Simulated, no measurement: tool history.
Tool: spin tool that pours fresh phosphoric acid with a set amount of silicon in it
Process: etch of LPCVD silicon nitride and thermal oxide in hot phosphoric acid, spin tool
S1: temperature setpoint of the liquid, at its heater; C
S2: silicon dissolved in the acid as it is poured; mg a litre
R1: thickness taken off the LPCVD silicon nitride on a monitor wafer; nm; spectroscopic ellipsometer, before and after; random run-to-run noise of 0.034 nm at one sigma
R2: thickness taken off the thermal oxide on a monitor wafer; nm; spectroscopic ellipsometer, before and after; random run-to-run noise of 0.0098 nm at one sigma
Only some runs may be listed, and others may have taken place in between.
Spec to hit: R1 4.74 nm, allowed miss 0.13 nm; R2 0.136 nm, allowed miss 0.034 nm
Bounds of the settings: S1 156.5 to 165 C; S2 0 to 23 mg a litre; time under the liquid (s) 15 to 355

{"run": 1, "hour": 0.0, "S1": 160, "S2": 10, "time under the liquid (s)": 180, "R1": 12.023, "R2": 0.40268}
{"run": 2, "hour": 5.5, "S1": 160, "S2": 5, "time under the liquid (s)": 180, "R1": 12.032, "R2": 0.41352}
{"run": 3, "hour": 7.7, "S1": 159.5, "S2": 5.5, "time under the liquid (s)": 150, "R1": 9.9671, "R2": 0.28072}
{"run": 4, "hour": 13.4, "S1": 159.5, "S2": 11, "time under the liquid (s)": 150, "R1": 9.8734, "R2": 0.29913}
{"run": 5, "hour": 21.1, "S1": 159.5, "S2": 15.5, "time under the liquid (s)": 150, "R1": 9.8738, "R2": 0.25204}
{"run": 6, "hour": 26.8, "S1": 159.5, "S2": 15.5, "time under the liquid (s)": 115, "R1": 7.6477, "R2": 0.2105}
{"run": 7, "hour": 34.1, "S1": 159.5, "S2": 15.5, "time under the liquid (s)": 100, "R1": 6.6401, "R2": 0.19239}
{"run": 8, "hour": 39.5, "S1": 159.5, "S2": 15.5, "time under the liquid (s)": 90, "R1": 5.9443, "R2": 0.14859}
{"run": 9, "hour": 43.7, "S1": 160, "S2": 15, "time under the liquid (s)": 85, "R1": 5.8242, "R2": 0.17407}
{"run": 10, "hour": 51.1, "S1": 160, "S2": 15, "time under the liquid (s)": 85, "R1": 5.7477, "R2": 0.17508}
{"run": 11, "hour": 55.8, "S1": 160, "S2": 15, "time under the liquid (s)": 80, "R1": 5.5095, "R2": 0.1271}
{"run": 12, "hour": 59.7, "S1": 159.5, "S2": 14, "time under the liquid (s)": 75, "R1": 4.9755, "R2": 0.13364}
{"run": 13, "hour": 62.2, "S1": 159.5, "S2": 13, "time under the liquid (s)": 75, "R1": 5.022, "R2": 0.15827}
{"run": 14, "hour": 67.0, "S1": 159.5, "S2": 13.5, "time under the liquid (s)": 75, "R1": 4.964, "R2": 0.14422}
{"run": 15, "hour": 72.9, "S1": 159, "S2": 13.5, "time under the liquid (s)": 75, "R1": 4.8888, "R2": 0.15934}
{"run": 16, "hour": 78.1, "S1": 159, "S2": 14, "time under the liquid (s)": 75, "R1": 4.8791, "R2": 0.14899}
{"run": 17, "hour": 86.0, "S1": 159, "S2": 14.5, "time under the liquid (s)": 75, "R1": 4.9051, "R2": 0.13408}
{"run": 18, "hour": 88.5, "S1": 159, "S2": 14, "time under the liquid (s)": 75, "R1": 4.8516, "R2": 0.13001}
{"run": 19, "hour": 89.7, "S1": 159, "S2": 13.5, "time under the liquid (s)": 75, "R1": 4.9198, "R2": 0.15582}

Pick the move, out of 5, that brings all results within their allowed miss; only one does.
{"run": "A", "hour": 90.9, "S1": 158, "S2": 11.5, "time under the liquid (s)": 75, "R1": "?", "R2": "?"}
{"run": "B", "hour": 90.9, "S1": 156.5, "S2": 1, "time under the liquid (s)": 85, "R1": "?", "R2": "?"}
{"run": "C", "hour": 90.9, "S1": 157.5, "S2": 9.5, "time under the liquid (s)": 85, "R1": "?", "R2": "?"}
{"run": "D", "hour": 90.9, "S1": 156.5, "S2": 7.5, "time under the liquid (s)": 85, "R1": "?", "R2": "?"}
{"run": "E", "hour": 90.9, "S1": 156.5, "S2": 6, "time under the liquid (s)": 85, "R1": "?", "R2": "?"}

move=A R1=4.7476 R2=0.12958
move=B R1=5.113 R2=0.16289
move=C R1=5.2901 R2=0.14796
move=D R1=5.113 R2=0.14329
move=E R1=5.113 R2=0.14781
A: every result within its allowed miss
B: its largest miss is bigger than the last run's
C: its largest miss is bigger than the last run's
D: its largest miss is bigger than the last run's
E: its largest miss is bigger than the last run's
Correct choice: A, which meets every target
